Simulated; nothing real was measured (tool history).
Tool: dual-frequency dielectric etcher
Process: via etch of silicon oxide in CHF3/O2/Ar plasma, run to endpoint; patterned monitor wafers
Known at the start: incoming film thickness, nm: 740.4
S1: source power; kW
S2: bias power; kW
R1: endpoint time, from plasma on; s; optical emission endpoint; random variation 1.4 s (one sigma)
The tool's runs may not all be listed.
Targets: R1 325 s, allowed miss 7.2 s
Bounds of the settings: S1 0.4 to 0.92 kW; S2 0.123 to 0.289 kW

{"run": 1, "day": 0.0, "S1": 0.66, "S2": 0.206, "R1": 380.71}
{"run": 2, "day": 0.083, "S1": 0.69, "S2": 0.209, "R1": 374.18}
{"run": 3, "day": 0.15, "S1": 0.62, "S2": 0.209, "R1": 393.07}
{"run": 4, "day": 0.358, "S1": 0.62, "S2": 0.188, "R1": 399.47}
{"run": 5, "day": 0.517, "S1": 0.66, "S2": 0.193, "R1": 387.34}
{"run": 6, "day": 0.821, "S1": 0.66, "S2": 0.17, "R1": 396.6}
{"run": 7, "day": 1.129, "S1": 0.7, "S2": 0.176, "R1": 381.55}
{"run": 8, "day": 1.204, "S1": 0.83, "S2": 0.202, "R1": 344.42}
{"run": 9, "day": 1.479, "S1": 0.84, "S2": 0.203, "R1": 343.76}
{"run": 10, "day": 1.629, "S1": 0.84, "S2": 0.203, "R1": 344.97}
{"run": 11, "day": 1.754, "S1": 0.85, "S2": 0.205, "R1": 340.43}
{"run": 12, "day": 2.133, "S1": 0.86, "S2": 0.206, "R1": 336.32}

4 next moves are on the table. One of them brings every result within its allowed miss. Which?
{"run": "A", "day": 2.512, "S1": 0.92, "S2": 0.211, "R1": "?"}
{"run": "B", "day": 2.512, "S1": 0.87, "S2": 0.19, "R1": "?"}
{"run": "C", "day": 2.512, "S1": 0.9, "S2": 0.284, "R1": "?"}
{"run": "D", "day": 2.512, "S1": 0.85, "S2": 0.208, "R1": "?"}

move=A R1=327.76
move=B R1=342.62
move=C R1=311.15
move=D R1=340.39
A: meets every target
B: further off than the last run
C: takes the result that was furthest off past its target
D: further off than the last run
The right move is A.
